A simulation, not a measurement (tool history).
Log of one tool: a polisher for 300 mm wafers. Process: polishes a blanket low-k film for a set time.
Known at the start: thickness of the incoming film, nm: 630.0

run    day  flow of slurry (ml/min)  pressure of the wafer on the pad (psi)  speed of the pad under the wafer (cm/s)  abrasive content of the slurry  polishing time (s)  film removed (Å)
  1  0.000                      180                                     2.3                                      116                             1.0                  40            185.08
  2  0.112                      185                                     2.5                                      116                             1.0                  40            196.60
  3  0.221                      185                                     2.5                                      100                             1.0                  40            177.30
  4  0.354                      215                                     2.5                                      100                             1.0                  40            181.89
  5  0.496                      245                                     2.5                                      100                             1.0                  40            182.56
  6  0.854                      245                                     2.7                                      100                             1.0                  40            192.06
  7  1.079                      245                                     2.9                                      102                             1.0                  40            205.79

The next listed run, before its measurement:
  8  1.438                      245                                     3.1                                      104                             1.0                  40                 ?

film removed (Å): 219.51

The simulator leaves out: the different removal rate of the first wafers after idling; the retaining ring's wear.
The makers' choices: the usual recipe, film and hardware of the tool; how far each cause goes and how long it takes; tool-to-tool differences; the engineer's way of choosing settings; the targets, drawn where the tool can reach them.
